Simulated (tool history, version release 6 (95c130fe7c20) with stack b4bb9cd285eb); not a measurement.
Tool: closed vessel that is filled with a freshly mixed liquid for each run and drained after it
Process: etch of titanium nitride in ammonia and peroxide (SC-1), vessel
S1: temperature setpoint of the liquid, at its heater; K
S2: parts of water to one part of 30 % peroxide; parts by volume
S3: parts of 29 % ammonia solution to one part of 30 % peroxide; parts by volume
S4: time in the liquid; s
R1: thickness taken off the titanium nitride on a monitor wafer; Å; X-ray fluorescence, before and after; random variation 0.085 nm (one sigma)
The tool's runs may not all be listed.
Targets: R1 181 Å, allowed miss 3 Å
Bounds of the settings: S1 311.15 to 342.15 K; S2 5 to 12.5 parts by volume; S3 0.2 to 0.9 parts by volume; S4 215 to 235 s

run	day	S1	S2	S3	S4	R1
1	0	326.15	7	0.5	215	105.6
2	0.038	326.15	7	0.6	215	109.6
3	0.383	327.15	7	0.6	215	117.32
4	0.479	328.15	7	0.6	215	126.36
5	0.854	322.15	7	0.6	215	83.227
6	1.221	323.65	7	0.6	215	92.249
7	1.338	325.15	7	0.6	215	102.19
8	1.629	326.15	7	0.6	215	108.94
9	1.933	327.15	7	0.6	215	117.51
10	2.025	328.15	7	0.6	215	125.46
11	2.2	328.65	7	0.6	215	130.09
12	2.346	329.15	7	0.6	215	134.5
13	2.662	334.15	7	0.6	215	187.82

Which of these 5 next moves meets every target?
A	2.979	334.65	6.5	0.5	215	?
B	2.979	333.15	6	0.65	225	?
C	2.979	332.15	6.5	0.5	235	?
D	2.979	333.65	7	0.85	215	?
E	2.979	334.65	7	0.7	215	?

move	R1
A	195.27
B	200.59
C	181.22
D	191.48
E	198.61
A: further off than the last run
B: further off than the last run
C: meets every target
D: further off than the last run
E: further off than the last run
Answer: C
